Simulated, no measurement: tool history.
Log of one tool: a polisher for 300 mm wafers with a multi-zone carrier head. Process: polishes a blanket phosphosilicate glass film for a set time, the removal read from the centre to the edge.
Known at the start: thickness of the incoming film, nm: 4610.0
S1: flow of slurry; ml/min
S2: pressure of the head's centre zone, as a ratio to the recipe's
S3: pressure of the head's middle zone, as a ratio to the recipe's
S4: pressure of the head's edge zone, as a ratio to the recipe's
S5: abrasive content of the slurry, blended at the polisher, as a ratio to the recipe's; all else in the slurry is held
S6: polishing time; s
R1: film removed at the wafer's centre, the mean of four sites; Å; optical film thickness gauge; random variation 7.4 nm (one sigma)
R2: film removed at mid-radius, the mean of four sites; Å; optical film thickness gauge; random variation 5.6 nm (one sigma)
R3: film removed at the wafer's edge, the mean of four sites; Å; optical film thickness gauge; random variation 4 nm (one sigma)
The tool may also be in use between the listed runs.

run    day   S1    S2    S3    S4   S5  S6      R1      R2      R3
  1  0.000  175  1.00  1.00  1.00  1.0  79  5708.4  5666.7  5382.4
  2  0.050  175  1.08  1.00  1.00  1.0  79  6129.5  5599.6  5476.4
  3  0.183  170  1.05  1.00  0.99  1.0  79  5860.0  5594.0  5282.8
  4  0.404  160  1.03  1.00  0.99  1.0  79  5882.5  5642.5  5366.6
  5  0.629  160  1.03  1.00  0.99  1.0  86  6237.0  6174.3  5879.0
  6  1.004  160  1.03  1.00  0.99  1.0  68  5090.3  4861.6  4630.6
  7  1.317  160  1.02  1.01  1.00  1.0  68  4932.5  4856.1  4600.5

Run 8 comes next. What will it give?
  8  1.688  165  1.02  1.02  1.01  1.0  68   ?   ?   ?

{"run 8": {"R1": 4914.3, "R2": 4883.2, "R3": 4627.1}}
